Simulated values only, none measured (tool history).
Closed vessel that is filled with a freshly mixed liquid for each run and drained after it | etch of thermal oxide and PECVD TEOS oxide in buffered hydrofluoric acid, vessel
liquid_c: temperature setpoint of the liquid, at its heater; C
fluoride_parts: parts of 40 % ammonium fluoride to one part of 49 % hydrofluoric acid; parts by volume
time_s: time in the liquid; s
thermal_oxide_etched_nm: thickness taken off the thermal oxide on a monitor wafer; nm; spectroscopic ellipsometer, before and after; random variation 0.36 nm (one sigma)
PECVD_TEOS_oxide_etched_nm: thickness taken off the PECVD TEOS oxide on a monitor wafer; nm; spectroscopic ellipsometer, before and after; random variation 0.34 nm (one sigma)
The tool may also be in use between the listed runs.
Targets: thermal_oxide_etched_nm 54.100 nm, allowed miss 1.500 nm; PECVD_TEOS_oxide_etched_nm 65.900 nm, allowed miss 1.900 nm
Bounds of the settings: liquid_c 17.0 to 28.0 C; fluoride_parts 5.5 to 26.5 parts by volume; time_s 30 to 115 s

run    day  liquid_c  fluoride_parts  time_s  thermal_oxide_etched_nm  PECVD_TEOS_oxide_etched_nm
  1  0.000      20.0            16.0      60                   35.950                      43.448
  2  0.208      21.5            16.0      60                   38.774                      47.597
  3  0.321      22.5            16.0      60                   40.965                      50.053
  4  0.388      22.5            18.5      60                   35.571                      43.177
  5  0.712      24.0            18.0      60                   39.728                      48.370
  6  1.012      25.0            17.5      60                   43.370                      52.209
  7  1.396      25.5            17.0      60                   45.890                      55.698
  8  1.688      26.0            17.0      60                   46.435                      57.340
  9  1.862      26.5            17.0      60                   47.587                      58.260

5 next moves are on the table. One of them brings every result within its allowed miss. Which?
  A  2.038      28.0            11.5      40                        ?                           ?
  B  2.038      27.0             9.5      40                        ?                           ?
  C  2.038      26.0            18.5      75                        ?                           ?
  D  2.038      25.0            26.0     110                        ?                           ?
  E  2.038      26.5            15.0      55                        ?                           ?

move  thermal_oxide_etched_nm  PECVD_TEOS_oxide_etched_nm
   A                   50.955                      62.260
   B                   57.166                      69.848
   C                   53.849                      65.795
   D                   57.844                      70.677
   E                   49.860                      60.922
A: nearer than the last run, and not there yet
B: takes the result that was furthest off past its target
C: meets every target
D: takes the result that was furthest off past its target
E: nearer than the last run, and not there yet
Move C is the one to make.
